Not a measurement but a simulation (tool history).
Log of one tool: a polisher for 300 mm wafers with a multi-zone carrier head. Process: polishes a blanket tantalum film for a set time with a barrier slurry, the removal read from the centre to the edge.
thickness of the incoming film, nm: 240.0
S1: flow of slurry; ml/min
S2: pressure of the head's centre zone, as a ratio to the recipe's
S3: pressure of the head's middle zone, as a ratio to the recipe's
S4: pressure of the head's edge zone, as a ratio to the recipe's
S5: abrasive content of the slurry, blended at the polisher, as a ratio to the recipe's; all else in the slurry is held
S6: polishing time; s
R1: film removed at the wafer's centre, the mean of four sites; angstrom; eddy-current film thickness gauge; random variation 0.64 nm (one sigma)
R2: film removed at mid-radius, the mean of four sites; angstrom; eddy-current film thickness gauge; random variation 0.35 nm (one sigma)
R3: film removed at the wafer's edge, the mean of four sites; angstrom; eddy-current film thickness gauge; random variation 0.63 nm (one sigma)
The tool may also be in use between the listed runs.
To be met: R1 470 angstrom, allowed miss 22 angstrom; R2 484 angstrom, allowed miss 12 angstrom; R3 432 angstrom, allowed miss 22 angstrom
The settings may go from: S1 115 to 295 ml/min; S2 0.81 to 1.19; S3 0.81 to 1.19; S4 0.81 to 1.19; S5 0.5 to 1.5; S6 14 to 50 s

run,hour,S1,S2,S3,S4,S5,S6,R1,R2,R3
1,0,190,1,1,1,1,32,362.96,352.42,364.37
2,4.9,190,1.06,1,1,1,32,381.76,355.52,360.56
3,10.8,190,1.06,1,1,1.15,32,399.76,371.09,374.03
4,14,200,1.07,1.04,1.03,1.2,32,411.36,387.53,386.42
5,17.3,200,1.07,1.04,1.03,1.1,32,396.44,383.64,372.77
6,26.1,200,1.07,1.04,1.03,1.2,32,413.84,384.3,388.96
7,29.8,210,1.07,1.08,1.02,1.25,32,419.03,409.18,387.87
8,36.1,220,1.08,1.11,1.04,1.3,32,432.82,429.33,397.83
9,44.4,230,1.08,1.13,1.06,1.35,32,440.02,440.24,402.06

4 next moves are on the table. One of them brings every result within its allowed miss. Which?
A,52.7,200,0.99,0.97,1.19,1.4,33,?,?,?
B,52.7,230,1.19,0.9,1.1,1.45,33,?,?,?
C,52.7,210,1.14,1,1.07,1.4,33,?,?,?
D,52.7,255,1.1,1.19,1.09,1.35,33,?,?,?

move,R1,R2,R3
A,407.08,392.97,445.34
B,505.05,379.44,438.14
C,473.25,405.93,423.9
D,466.31,479.15,431.24
A: further off than the last run
B: further off than the last run
C: further off than the last run
D: meets every target
Answer: D
